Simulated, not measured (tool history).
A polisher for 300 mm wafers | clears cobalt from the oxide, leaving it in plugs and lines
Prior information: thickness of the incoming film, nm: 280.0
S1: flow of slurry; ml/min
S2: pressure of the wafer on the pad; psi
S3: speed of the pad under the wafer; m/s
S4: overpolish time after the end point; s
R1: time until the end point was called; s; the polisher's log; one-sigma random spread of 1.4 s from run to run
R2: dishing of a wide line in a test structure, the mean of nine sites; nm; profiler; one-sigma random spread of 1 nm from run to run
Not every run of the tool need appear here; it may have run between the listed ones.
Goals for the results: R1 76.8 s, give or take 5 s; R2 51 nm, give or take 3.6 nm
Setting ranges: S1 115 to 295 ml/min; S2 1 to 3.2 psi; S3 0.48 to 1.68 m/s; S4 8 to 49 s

| run | hour | S1 | S2 | S3 | S4 | R1 | R2 |
|---|---|---|---|---|---|---|---|
| 1 | 0 | 190 | 2.1 | 1.08 | 25 | 50.754 | 55.805 |
| 2 | 6.4 | 190 | 2.1 | 1.08 | 14 | 51.122 | 43.234 |
| 3 | 12.1 | 190 | 2.1 | 1.08 | 9 | 51.317 | 34.064 |
| 4 | 14 | 190 | 1.9 | 1.06 | 13 | 56.726 | 40.838 |
| 5 | 15.2 | 160 | 1.9 | 1.06 | 13 | 58.977 | 40.729 |
| 6 | 23.7 | 160 | 1.7 | 1.06 | 13 | 63.048 | 36.633 |
| 7 | 31.5 | 160 | 1.7 | 1.02 | 17 | 63.937 | 44.435 |
| 8 | 36.5 | 160 | 1.6 | 1 | 18 | 69.806 | 43.117 |

5 next moves are on the table. One of them brings every result within its allowed miss. Which?
| A | 41.5 | 220 | 1.9 | 0.88 | 24 | ? | ? |
| B | 41.5 | 205 | 1.1 | 0.96 | 28 | ? | ? |
| C | 41.5 | 225 | 1.1 | 1.22 | 21 | ? | ? |
| D | 41.5 | 175 | 1.2 | 0.94 | 21 | ? | ? |
| E | 41.5 | 160 | 1.5 | 0.92 | 27 | ? | ? |

| move | R1 | R2 |
|---|---|---|
| A | 63.376 | 51.179 |
| B | 94.351 | 46.085 |
| C | 78.374 | 43.631 |
| D | 91.465 | 40.051 |
| E | 78.595 | 49.224 |
A: brings the last run's worst result on target, with another outside its allowed miss
B: its largest miss is bigger than the last run's
C: moves toward the targets from the last run without getting all of them in spec
D: its largest miss is bigger than the last run's
E: hits every target within its allowed miss
The right move is E.
